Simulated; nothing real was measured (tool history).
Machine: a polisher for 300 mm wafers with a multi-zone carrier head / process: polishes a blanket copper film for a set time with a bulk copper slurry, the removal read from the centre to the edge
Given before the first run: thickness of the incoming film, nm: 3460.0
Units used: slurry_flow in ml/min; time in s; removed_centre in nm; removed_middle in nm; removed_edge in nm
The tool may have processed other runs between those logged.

run	hour	slurry_flow	centre_zone	middle_zone	edge_zone	slurry_solids	time	removed_centre	removed_middle	removed_edge
1	0	195	1	1	1	1	45	245.66	255.26	251.75
2	7	195	1	1	1	0.8	45	237.7	246.15	231.45
3	14.3	195	1	1	1.03	0.8	45	240.57	248.53	236.84
4	21.4	185	0.97	0.96	1.01	0.75	45	224.91	235.97	238.88
5	25.2	185	0.96	0.95	0.99	0.7	44	216.12	223.44	227.9
6	30.6	185	0.89	0.95	0.99	0.7	44	205.4	225.53	230.63
7	31.3	140	0.84	0.85	0.89	0.5	43	174.98	183.58	194.96

Estimate the outcome of run 8 from the log above:
8	33.5	145	0.84	0.85	0.89	0.5	43	?	?	?

removed_centre: 173.11 nm
removed_middle: 183.88 nm
removed_edge: 195.8 nm
